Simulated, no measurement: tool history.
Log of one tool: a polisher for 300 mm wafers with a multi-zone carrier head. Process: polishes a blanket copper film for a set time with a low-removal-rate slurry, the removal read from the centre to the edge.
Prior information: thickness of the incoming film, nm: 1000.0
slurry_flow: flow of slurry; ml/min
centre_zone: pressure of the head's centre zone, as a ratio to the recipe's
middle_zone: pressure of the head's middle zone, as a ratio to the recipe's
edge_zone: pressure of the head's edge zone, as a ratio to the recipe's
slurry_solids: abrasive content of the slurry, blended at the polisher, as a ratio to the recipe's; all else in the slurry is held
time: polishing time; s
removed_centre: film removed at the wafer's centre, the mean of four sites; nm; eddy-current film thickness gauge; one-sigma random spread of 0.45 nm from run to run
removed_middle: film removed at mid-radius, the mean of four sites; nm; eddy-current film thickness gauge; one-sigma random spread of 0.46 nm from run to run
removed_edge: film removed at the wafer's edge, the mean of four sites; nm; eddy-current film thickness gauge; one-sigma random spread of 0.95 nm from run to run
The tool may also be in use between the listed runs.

run,hour,slurry_flow,centre_zone,middle_zone,edge_zone,slurry_solids,time,removed_centre,removed_middle,removed_edge
1,0.0,225,1.00,1.00,1.00,1.00,45,121.430,115.010,117.400
2,0.9,225,1.00,1.00,1.00,1.00,52,140.920,133.740,138.160
3,3.9,225,1.00,1.00,1.00,1.00,42,114.780,109.180,109.420
4,4.7,225,1.00,1.00,0.91,1.00,42,115.030,107.810,104.700
5,7.7,225,1.00,1.00,0.91,1.00,51,138.340,131.150,128.680
6,12.2,225,1.00,1.00,0.91,0.90,51,134.510,127.500,127.770
7,19.5,205,0.90,0.94,0.81,0.65,38,80.938,81.038,81.594

Predict the results of run 8:
8,23.0,155,0.86,0.88,0.81,0.55,38,?,?,?

Run 8 came out at removed_centre 71.611 nm, removed_middle 71.327 nm, removed_edge 75.085 nm.
